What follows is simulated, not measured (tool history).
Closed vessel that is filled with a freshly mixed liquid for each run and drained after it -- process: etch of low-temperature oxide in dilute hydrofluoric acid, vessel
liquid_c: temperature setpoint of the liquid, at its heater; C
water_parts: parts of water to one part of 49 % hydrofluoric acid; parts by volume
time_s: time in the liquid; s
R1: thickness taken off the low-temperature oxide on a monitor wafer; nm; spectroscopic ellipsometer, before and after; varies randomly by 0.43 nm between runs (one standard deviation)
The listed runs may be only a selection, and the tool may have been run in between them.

Run 1, day 0: liquid_c 21 C, water_parts 70 parts by volume, time_s 130 s. Result: R1 40.07 nm.
Run 2, day 0.183: liquid_c 22 C, water_parts 65 parts by volume, time_s 130 s. Result: R1 45.221 nm.
Run 3, day 0.371: liquid_c 22 C, water_parts 65 parts by volume, time_s 140 s. Result: R1 48.495 nm.
Run 4, day 0.721: liquid_c 22 C, water_parts 75 parts by volume, time_s 140 s. Result: R1 41.322 nm.
Run 5, day 1.012: liquid_c 23.5 C, water_parts 75 parts by volume, time_s 140 s. Result: R1 44.555 nm.
Run 6, day 1.088: liquid_c 22 C, water_parts 75 parts by volume, time_s 140 s. Result: R1 41.839 nm.
Run 7, day 1.129: liquid_c 26 C, water_parts 45 parts by volume, time_s 140 s. Result: R1 84.478 nm.

What does the tool deliver on the next run?
Run 8, day 1.367: liquid_c 26.5 C, water_parts 45 parts by volume, time_s 140 s. Result: R1 ?.

R1: 86.797 nm

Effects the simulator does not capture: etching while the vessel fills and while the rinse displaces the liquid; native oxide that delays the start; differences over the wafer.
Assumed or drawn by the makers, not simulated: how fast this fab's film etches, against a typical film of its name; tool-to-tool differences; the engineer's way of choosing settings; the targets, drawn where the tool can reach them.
